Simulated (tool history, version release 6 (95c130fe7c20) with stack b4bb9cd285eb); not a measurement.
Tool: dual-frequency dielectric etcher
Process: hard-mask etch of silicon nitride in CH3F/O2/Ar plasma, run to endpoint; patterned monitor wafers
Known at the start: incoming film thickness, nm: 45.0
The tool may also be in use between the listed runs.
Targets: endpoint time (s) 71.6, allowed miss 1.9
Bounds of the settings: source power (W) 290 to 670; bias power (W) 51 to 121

Run 1, hour 0: source power (W) 480, bias power (W) 86. Result: endpoint time (s) 53.916.
Run 2, hour 6: source power (W) 480, bias power (W) 97. Result: endpoint time (s) 50.567.
Run 3, hour 6.6: source power (W) 540, bias power (W) 97. Result: endpoint time (s) 47.19.
Run 4, hour 9.9: source power (W) 490, bias power (W) 91. Result: endpoint time (s) 51.763.
Run 5, hour 14: source power (W) 450, bias power (W) 86. Result: endpoint time (s) 55.751.
Run 6, hour 21: source power (W) 450, bias power (W) 92. Result: endpoint time (s) 53.983.
Run 7, hour 28: source power (W) 420, bias power (W) 88. Result: endpoint time (s) 56.919.
Run 8, hour 35.8: source power (W) 390, bias power (W) 85. Result: endpoint time (s) 61.006.

4 next moves are on the table. One of them brings every result within its allowed miss. Which?
Run A, hour 43.6: source power (W) 350, bias power (W) 79. Result: endpoint time (s) ?.
Run B, hour 43.6: source power (W) 290, bias power (W) 81. Result: endpoint time (s) ?.
Run C, hour 43.6: source power (W) 360, bias power (W) 70. Result: endpoint time (s) ?.
Run D, hour 43.6: source power (W) 400, bias power (W) 99. Result: endpoint time (s) ?.

move  endpoint time (s)
   A             68.711
   B             77.333
   C             72.628
   D             55.548
A: nearer than the last run, and not there yet
B: takes the result that was furthest off past its target
C: meets every target
D: further off than the last run
Move C is the one to make.
